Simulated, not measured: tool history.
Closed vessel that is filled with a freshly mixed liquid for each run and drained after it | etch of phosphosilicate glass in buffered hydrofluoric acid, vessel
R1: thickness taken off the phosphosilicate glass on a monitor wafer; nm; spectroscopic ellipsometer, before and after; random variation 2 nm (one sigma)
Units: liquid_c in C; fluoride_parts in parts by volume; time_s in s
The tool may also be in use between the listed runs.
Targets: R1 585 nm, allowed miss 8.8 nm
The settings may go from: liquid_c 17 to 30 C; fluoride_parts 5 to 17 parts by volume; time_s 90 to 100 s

{"run": 1, "hour": 0.0, "liquid_c": 22, "fluoride_parts": 10.5, "time_s": 90, "R1": 406.98}
{"run": 2, "hour": 6.7, "liquid_c": 22, "fluoride_parts": 10.5, "time_s": 90, "R1": 405.12}
{"run": 3, "hour": 11.9, "liquid_c": 24.5, "fluoride_parts": 10.5, "time_s": 90, "R1": 466.83}
{"run": 4, "hour": 19.6, "liquid_c": 26, "fluoride_parts": 10.5, "time_s": 90, "R1": 506.28}
{"hour": 24.4, "done": "hydrofluoric acid flow meter replaced"}
{"run": 5, "hour": 24.4, "liquid_c": 27, "fluoride_parts": 10.5, "time_s": 90, "R1": 504.33}
{"run": 6, "hour": 29.2, "liquid_c": 27, "fluoride_parts": 8, "time_s": 90, "R1": 637.28}
{"run": 7, "hour": 34.1, "liquid_c": 26.5, "fluoride_parts": 8, "time_s": 90, "R1": 624.86}
{"run": 8, "hour": 38.4, "liquid_c": 26, "fluoride_parts": 8, "time_s": 90, "R1": 609.73}

Which of these 5 next moves meets every target?
{"run": "A", "hour": 42.7, "liquid_c": 29, "fluoride_parts": 11.5, "time_s": 100, "R1": "?"}
{"run": "B", "hour": 42.7, "liquid_c": 26.5, "fluoride_parts": 8.5, "time_s": 90, "R1": "?"}
{"run": "C", "hour": 42.7, "liquid_c": 25, "fluoride_parts": 8, "time_s": 95, "R1": "?"}
{"run": "D", "hour": 42.7, "liquid_c": 26, "fluoride_parts": 8.5, "time_s": 90, "R1": "?"}
{"run": "E", "hour": 42.7, "liquid_c": 25.5, "fluoride_parts": 9.5, "time_s": 100, "R1": "?"}

move=A R1=569.34
move=B R1=584.25
move=C R1=607.46
move=D R1=568.78
move=E R1=558.88
A: takes the result that was furthest off past its target
B: meets every target
C: nearer than the last run, and not there yet
D: takes the result that was furthest off past its target
E: takes the result that was furthest off past its target
The right move is B.

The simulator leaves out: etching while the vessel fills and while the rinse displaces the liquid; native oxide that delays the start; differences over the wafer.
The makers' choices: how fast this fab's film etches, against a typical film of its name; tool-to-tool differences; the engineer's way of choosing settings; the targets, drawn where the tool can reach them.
